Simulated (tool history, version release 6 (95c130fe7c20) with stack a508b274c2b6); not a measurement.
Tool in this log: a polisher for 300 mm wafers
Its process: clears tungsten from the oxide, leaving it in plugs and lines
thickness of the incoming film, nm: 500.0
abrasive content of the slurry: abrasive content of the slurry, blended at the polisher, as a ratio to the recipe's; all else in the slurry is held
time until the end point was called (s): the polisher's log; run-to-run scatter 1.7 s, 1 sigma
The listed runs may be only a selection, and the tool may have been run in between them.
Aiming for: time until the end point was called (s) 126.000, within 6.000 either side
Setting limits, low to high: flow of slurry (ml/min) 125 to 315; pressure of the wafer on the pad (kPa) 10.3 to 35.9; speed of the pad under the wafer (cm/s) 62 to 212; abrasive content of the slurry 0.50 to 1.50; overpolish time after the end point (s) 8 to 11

run  hour  flow of slurry (ml/min)  pressure of the wafer on the pad (kPa)  speed of the pad under the wafer (cm/s)  abrasive content of the slurry  overpolish time after the end point (s)  time until the end point was called (s)
  1   0.0                      205                                    22.8                                      136                            1.00                                       11                                   97.437
  2   5.4                      205                                    21.4                                      136                            1.00                                       11                                  101.100
  3  13.4                      205                                    20.0                                      136                            1.00                                       11                                  106.940
  4  14.5                      205                                    23.4                                      136                            1.00                                       11                                   92.111
  5  18.5                      205                                    23.4                                      166                            1.00                                       11                                   76.084
  6  27.2                      250                                    23.4                                      166                            1.00                                       11                                   74.791
  7  34.8                      250                                    21.4                                      164                            1.00                                       11                                   83.507
  8  41.3                      250                                    19.3                                      164                            1.00                                       11                                   89.964
  9  49.8                      250                                    12.4                                      160                            1.00                                       11                                  133.170

Pick the move, out of 4, that brings all results within their allowed miss; only one does.
  A  58.3                      255                                    11.7                                      168                            0.95                                        9                                        ?
  B  58.3                      260                                    12.4                                      152                            1.05                                        8                                        ?
  C  58.3                      220                                    16.5                                      132                            1.10                                       11                                        ?
  D  58.3                      255                                    11.7                                      168                            0.85                                       11                                        ?

move  time until the end point was called (s)
   A                                  135.000
   B                                  137.830
   C                                  124.790
   D                                  139.550
A: its largest miss is bigger than the last run's
B: its largest miss is bigger than the last run's
C: hits every target within its allowed miss
D: its largest miss is bigger than the last run's
C is the move that brings every result within its allowed miss.

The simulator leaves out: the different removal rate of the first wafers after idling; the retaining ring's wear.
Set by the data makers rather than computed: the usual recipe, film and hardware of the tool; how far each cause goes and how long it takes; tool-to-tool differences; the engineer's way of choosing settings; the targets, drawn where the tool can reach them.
